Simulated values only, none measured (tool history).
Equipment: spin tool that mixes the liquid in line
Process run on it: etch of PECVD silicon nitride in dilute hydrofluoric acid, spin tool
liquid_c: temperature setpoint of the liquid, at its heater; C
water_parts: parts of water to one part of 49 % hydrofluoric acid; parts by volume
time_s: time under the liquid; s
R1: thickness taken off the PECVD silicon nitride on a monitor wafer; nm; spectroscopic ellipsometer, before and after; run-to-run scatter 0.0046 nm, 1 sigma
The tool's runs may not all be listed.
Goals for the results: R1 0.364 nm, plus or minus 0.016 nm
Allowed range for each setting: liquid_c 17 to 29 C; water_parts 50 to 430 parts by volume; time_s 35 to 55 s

Run 1, hour 0: liquid_c 21 C, water_parts 240 parts by volume, time_s 55 s. Result: R1 0.73536 nm.
Run 2, hour 5.5: liquid_c 19.5 C, water_parts 280 parts by volume, time_s 55 s. Result: R1 0.58244 nm.
Run 3, hour 11: liquid_c 19.5 C, water_parts 320 parts by volume, time_s 55 s. Result: R1 0.49767 nm.
Run 4, hour 16.6: liquid_c 18.5 C, water_parts 335 parts by volume, time_s 55 s. Result: R1 0.45779 nm.
Run 5, hour 18.8: liquid_c 18 C, water_parts 350 parts by volume, time_s 55 s. Result: R1 0.41583 nm.
Run 6, hour 24.1: liquid_c 17.5 C, water_parts 360 parts by volume, time_s 55 s. Result: R1 0.40017 nm.
Run 7, hour 26.6: liquid_c 17.5 C, water_parts 365 parts by volume, time_s 55 s. Result: R1 0.39829 nm.
Run 8, hour 31.2: liquid_c 17.5 C, water_parts 370 parts by volume, time_s 55 s. Result: R1 0.38426 nm.
Run 9, hour 37.4: liquid_c 17.5 C, water_parts 375 parts by volume, time_s 55 s. Result: R1 0.38516 nm.

Exercise: of the 5 proposed moves below, exactly one satisfies all targets within the stated allowed misses. Which move is it?
Run A, hour 43.6: liquid_c 18 C, water_parts 335 parts by volume, time_s 55 s. Result: R1 ?.
Run B, hour 43.6: liquid_c 18.5 C, water_parts 420 parts by volume, time_s 55 s. Result: R1 ?.
Run C, hour 43.6: liquid_c 20 C, water_parts 320 parts by volume, time_s 35 s. Result: R1 ?.
Run D, hour 43.6: liquid_c 17.5 C, water_parts 355 parts by volume, time_s 55 s. Result: R1 ?.
Run E, hour 43.6: liquid_c 18.5 C, water_parts 380 parts by volume, time_s 55 s. Result: R1 ?.

move       R1
   A  0.43493
   B  0.36194
   C  0.32846
   D  0.39861
   E  0.39815
A: the biggest miss grows against the last run
B: all results in spec
C: takes the biggest miss from the last run beyond its target
D: the biggest miss grows against the last run
E: the biggest miss grows against the last run
Go with B: it meets all targets.

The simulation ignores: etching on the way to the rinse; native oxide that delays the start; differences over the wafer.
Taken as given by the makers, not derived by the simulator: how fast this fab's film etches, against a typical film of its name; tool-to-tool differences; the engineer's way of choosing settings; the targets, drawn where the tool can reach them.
